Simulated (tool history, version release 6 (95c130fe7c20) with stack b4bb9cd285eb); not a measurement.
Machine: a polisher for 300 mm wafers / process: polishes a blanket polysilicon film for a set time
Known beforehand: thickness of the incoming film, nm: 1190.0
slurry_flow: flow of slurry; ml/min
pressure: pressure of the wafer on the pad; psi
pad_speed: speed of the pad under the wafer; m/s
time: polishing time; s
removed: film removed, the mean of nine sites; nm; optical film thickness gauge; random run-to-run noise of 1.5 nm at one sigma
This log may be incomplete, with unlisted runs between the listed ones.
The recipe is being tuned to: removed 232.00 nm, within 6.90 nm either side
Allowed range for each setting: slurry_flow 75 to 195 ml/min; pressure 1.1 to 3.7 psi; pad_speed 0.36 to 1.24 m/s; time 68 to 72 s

| run | hour | slurry_flow | pressure | pad_speed | time | removed |
|---|---|---|---|---|---|---|
| 1 | 0.0 | 125 | 2.4 | 0.80 | 68 | 420.31 |
| 2 | 3.0 | 120 | 2.1 | 0.80 | 68 | 370.94 |
| 3 | 9.1 | 115 | 1.9 | 0.80 | 68 | 333.85 |
| 4 | 13.0 | 115 | 1.9 | 0.80 | 68 | 332.33 |
| 5 | 16.4 | 115 | 1.9 | 0.80 | 68 | 331.66 |
| 6 | 20.4 | 115 | 1.9 | 0.70 | 68 | 294.55 |
| 7 | 24.3 | 110 | 1.8 | 0.70 | 68 | 280.78 |
| 8 | 26.6 | 110 | 1.8 | 0.70 | 68 | 277.57 |
| 9 | 31.3 | 90 | 1.4 | 0.70 | 68 | 205.57 |
| 10 | 37.0 | 95 | 1.4 | 0.70 | 68 | 207.75 |
|  | 39.4 | head pressure recalibrated |
| 11 | 39.4 | 100 | 1.4 | 0.70 | 68 | 221.96 |

4 candidate next runs follow, results not yet known. Just one meets every target within its allowed miss. Identify it.
| A | 41.8 | 95 | 1.5 | 0.64 | 68 | ? |
| B | 41.8 | 135 | 1.3 | 0.64 | 71 | ? |
| C | 41.8 | 105 | 1.5 | 0.68 | 72 | ? |
| D | 41.8 | 100 | 1.3 | 0.78 | 68 | ? |

| move | removed |
|---|---|
| A | 214.93 |
| B | 213.95 |
| C | 247.22 |
| D | 227.55 |
A: moves away from the targets compared with the last run
B: moves away from the targets compared with the last run
C: pushes the last run's worst result past its target
D: every result within its allowed miss
Correct choice: D, which meets every target
